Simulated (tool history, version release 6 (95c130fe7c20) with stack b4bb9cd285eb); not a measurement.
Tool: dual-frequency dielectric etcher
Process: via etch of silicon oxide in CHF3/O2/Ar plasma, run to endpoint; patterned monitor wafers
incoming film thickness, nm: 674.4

run 1 hour=0 | source_power_(kW)=0.51 bias_power_(kW)=0.196 | endpoint_time_(s)=357.28
run 2 hour=4.2 | source_power_(kW)=0.51 bias_power_(kW)=0.213 | endpoint_time_(s)=339.62
run 3 hour=10.1 | source_power_(kW)=0.46 bias_power_(kW)=0.198 | endpoint_time_(s)=369.03
run 4 hour=15.7 | source_power_(kW)=0.42 bias_power_(kW)=0.19 | endpoint_time_(s)=384.43
run 5 hour=20.8 | source_power_(kW)=0.42 bias_power_(kW)=0.219 | endpoint_time_(s)=352.74
run 6 hour=27.6 | source_power_(kW)=0.39 bias_power_(kW)=0.203 | endpoint_time_(s)=379.98

Run 7 comes next. What will it give?
run 7 hour=31.7 | source_power_(kW)=0.37 bias_power_(kW)=0.194 | endpoint_time_(s)=?

Run 7 gave endpoint time (s) 392.75.
